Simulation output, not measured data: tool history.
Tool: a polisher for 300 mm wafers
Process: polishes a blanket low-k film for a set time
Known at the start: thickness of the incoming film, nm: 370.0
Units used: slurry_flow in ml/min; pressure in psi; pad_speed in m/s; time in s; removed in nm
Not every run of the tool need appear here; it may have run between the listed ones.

run,hour,slurry_flow,pressure,pad_speed,slurry_solids,time,removed
1,0.0,305,2.2,0.90,1.0,50,19.069
2,0.7,305,2.2,0.80,1.0,50,17.522
3,2.1,235,2.2,0.80,1.0,50,17.167
4,4.3,235,2.2,0.80,1.0,44,15.246
5,8.4,235,2.2,0.96,1.0,44,16.870
6,16.2,230,1.9,0.96,1.0,44,14.802
7,17.4,225,1.7,0.96,1.0,44,13.356
8,22.4,220,1.6,0.96,1.0,44,12.424

Forecast run 9:
9,30.4,215,1.5,0.96,1.0,44,?

Logged for run 9: removed 11.894 nm.
